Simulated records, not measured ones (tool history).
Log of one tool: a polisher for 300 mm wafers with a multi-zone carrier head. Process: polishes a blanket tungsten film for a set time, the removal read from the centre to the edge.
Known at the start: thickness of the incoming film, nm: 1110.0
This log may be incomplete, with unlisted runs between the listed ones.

run	day	flow of slurry (ml/min)	pressure of the head's centre zone	pressure of the head's middle zone	pressure of the head's edge zone	abrasive content of the slurry	polishing time (s)	film removed at the wafer's centre (nm)	film removed at mid-radius (nm)	film removed at the wafer's edge (nm)
1	0.000	185	1.00	1.00	1.00	1.00	60	216.83	220.36	215.02
2	0.296	185	1.00	1.00	1.00	0.90	60	213.96	216.40	213.03
3	0.604	185	1.00	1.00	1.00	0.90	71	248.59	257.82	249.54
4	0.883	185	1.00	1.00	0.92	0.90	71	251.75	252.78	242.13
5	1.058	185	1.00	1.00	0.92	0.90	82	288.79	294.72	283.38
6	1.317	180	0.97	1.01	0.89	0.75	69	223.86	240.57	222.60
7	1.421	175	0.96	1.00	0.87	0.65	61	193.44	203.79	188.74
8	1.679	170	0.94	1.00	0.85	0.60	56	167.38	182.12	169.16
9	1.804	170	0.94	1.00	0.85	0.60	56	167.00	181.96	166.72
10	1.950	165	0.93	1.00	0.84	0.55	53	151.82	167.43	150.65

Run 11, settings as shown, results not yet in. Your forecast:
11	2.296	150	0.92	0.99	0.83	0.55	53	?	?	?

film removed at the wafer's centre (nm): 148.85
film removed at mid-radius (nm): 164.05
film removed at the wafer's edge (nm): 150.40

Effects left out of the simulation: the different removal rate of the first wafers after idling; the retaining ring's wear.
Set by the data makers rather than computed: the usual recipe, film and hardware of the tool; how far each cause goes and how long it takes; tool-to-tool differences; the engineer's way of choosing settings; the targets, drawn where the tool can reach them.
